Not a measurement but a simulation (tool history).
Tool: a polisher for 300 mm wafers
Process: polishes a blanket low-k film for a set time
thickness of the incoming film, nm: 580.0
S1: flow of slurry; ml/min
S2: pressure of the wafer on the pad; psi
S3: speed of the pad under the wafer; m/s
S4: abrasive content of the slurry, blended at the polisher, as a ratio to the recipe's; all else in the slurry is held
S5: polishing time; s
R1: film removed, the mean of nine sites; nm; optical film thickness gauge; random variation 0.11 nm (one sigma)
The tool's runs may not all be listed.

{"run": 1, "hour": 0.0, "S1": 310, "S2": 2.1, "S3": 0.92, "S4": 1.0, "S5": 59, "R1": 25.032}
{"run": 2, "hour": 0.6, "S1": 310, "S2": 2.1, "S3": 0.92, "S4": 1.0, "S5": 59, "R1": 24.89}
{"run": 3, "hour": 5.8, "S1": 310, "S2": 2.1, "S3": 0.92, "S4": 1.0, "S5": 59, "R1": 25.144}
{"run": 4, "hour": 8.2, "S1": 340, "S2": 2.1, "S3": 0.92, "S4": 1.0, "S5": 59, "R1": 25.619}
{"run": 5, "hour": 11.9, "S1": 315, "S2": 1.9, "S3": 0.92, "S4": 1.0, "S5": 59, "R1": 22.804}
{"run": 6, "hour": 20.4, "S1": 300, "S2": 1.8, "S3": 0.92, "S4": 1.0, "S5": 59, "R1": 22.112}
{"run": 7, "hour": 28.9, "S1": 295, "S2": 1.6, "S3": 0.92, "S4": 1.0, "S5": 59, "R1": 19.436}
{"run": 8, "hour": 36.5, "S1": 285, "S2": 1.5, "S3": 0.92, "S4": 1.0, "S5": 59, "R1": 18.772}

Forecast run 9:
{"run": 9, "hour": 43.9, "S1": 285, "S2": 1.2, "S3": 0.92, "S4": 1.0, "S5": 59, "R1": "?"}

Run 9 gave R1 15.263 nm.
